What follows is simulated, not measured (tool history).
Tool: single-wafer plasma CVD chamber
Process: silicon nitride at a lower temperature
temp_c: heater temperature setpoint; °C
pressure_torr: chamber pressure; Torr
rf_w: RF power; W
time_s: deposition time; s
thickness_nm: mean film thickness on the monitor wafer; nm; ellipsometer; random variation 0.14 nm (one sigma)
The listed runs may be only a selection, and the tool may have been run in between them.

run    day  temp_c  pressure_torr  rf_w  time_s  thickness_nm
  1      0     355           1.66   270    22.1        25.916
  2  0.112     355           1.66   270    22.1        25.956
  3  0.362     355           1.66   270    22.1        26.007
  4  0.396     355           1.93   270    22.1        27.556
  5  0.542     366           1.93   270    22.1        27.757
  6  0.762     356           1.93   270    22.1        27.598

Estimate the outcome of run 7 from the log above:
  7  0.858     356              2   275    22.1             ?

Run 7 measured thickness_nm 28.034 nm.

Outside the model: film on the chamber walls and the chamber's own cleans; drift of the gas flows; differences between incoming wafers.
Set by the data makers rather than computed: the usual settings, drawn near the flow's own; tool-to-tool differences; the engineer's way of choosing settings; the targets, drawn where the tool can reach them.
